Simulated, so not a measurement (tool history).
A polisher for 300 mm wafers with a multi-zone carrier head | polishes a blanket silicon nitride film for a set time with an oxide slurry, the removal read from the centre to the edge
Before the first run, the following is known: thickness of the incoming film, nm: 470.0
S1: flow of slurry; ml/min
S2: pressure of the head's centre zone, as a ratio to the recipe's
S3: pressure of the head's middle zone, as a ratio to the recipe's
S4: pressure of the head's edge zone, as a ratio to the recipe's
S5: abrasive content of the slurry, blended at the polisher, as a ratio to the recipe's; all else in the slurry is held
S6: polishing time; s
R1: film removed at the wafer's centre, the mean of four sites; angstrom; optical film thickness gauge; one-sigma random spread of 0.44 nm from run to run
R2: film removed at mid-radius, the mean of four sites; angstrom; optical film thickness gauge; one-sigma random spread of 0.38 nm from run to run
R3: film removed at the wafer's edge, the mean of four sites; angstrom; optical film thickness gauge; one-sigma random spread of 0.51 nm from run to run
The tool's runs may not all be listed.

run 1 day=0.000 | S1=210 S2=1.00 S3=1.00 S4=1.00 S5=1.00 S6=60 | R1=391.57 R2=353.72 R3=350.47
run 2 day=0.096 | S1=220 S2=1.00 S3=1.01 S4=1.03 S5=1.00 S6=60 | R1=385.59 R2=359.05 R3=354.30
run 3 day=0.454 | S1=225 S2=1.01 S3=1.01 S4=1.05 S5=1.05 S6=60 | R1=402.83 R2=367.24 R3=366.07
run 4 day=0.579 | S1=225 S2=1.01 S3=1.01 S4=1.05 S5=1.05 S6=70 | R1=473.20 R2=429.62 R3=438.58
run 5 day=0.783 | S1=225 S2=1.01 S3=1.01 S4=1.05 S5=1.05 S6=80 | R1=532.33 R2=488.74 R3=497.54
run 6 day=0.979 | S1=225 S2=0.94 S3=1.01 S4=1.05 S5=1.05 S6=80 | R1=496.48 R2=488.00 R3=491.73

Run 7 is up next; what results do you expect?
-- day=1.233 centre zone pressure recalibrated
run 7 day=1.233 | S1=220 S2=0.93 S3=0.99 S4=1.01 S5=1.00 S6=80 | R1=? R2=? R3=?

R1: 447.32 angstrom
R2: 471.35 angstrom
R3: 479.74 angstrom
